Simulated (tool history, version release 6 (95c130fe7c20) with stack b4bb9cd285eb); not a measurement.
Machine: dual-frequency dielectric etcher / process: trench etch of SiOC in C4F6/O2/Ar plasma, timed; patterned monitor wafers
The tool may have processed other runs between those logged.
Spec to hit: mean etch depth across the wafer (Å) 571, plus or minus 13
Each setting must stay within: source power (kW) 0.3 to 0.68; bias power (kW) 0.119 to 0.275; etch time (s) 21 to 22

run	day	source power (kW)	bias power (kW)	etch time (s)	mean etch depth across the wafer (Å)
1	0	0.49	0.197	21	505.05
2	0.183	0.51	0.2	21	514.81
3	0.338	0.51	0.17	21	480.79
4	0.708	0.54	0.176	21	496.39
5	0.896	0.54	0.158	21	477.27
6	0.946	0.56	0.167	21	500.58
7	1.1	0.58	0.17	21	510.01
8	1.421	0.6	0.174	21	533.21

Exactly one of the 5 candidate moves below puts every result within its allowed miss. Which one?
A	1.742	0.53	0.15	22	?
B	1.742	0.49	0.176	21.5	?
C	1.742	0.47	0.193	21	?
D	1.742	0.61	0.162	21.5	?
E	1.742	0.63	0.185	21.5	?

move	mean etch depth across the wafer (Å)
A	470.66
B	476.01
C	474.56
D	516.67
E	560.1
A: its largest miss is bigger than the last run's
B: its largest miss is bigger than the last run's
C: its largest miss is bigger than the last run's
D: its largest miss is bigger than the last run's
E: hits every target within its allowed miss
Correct choice: E, which meets every target
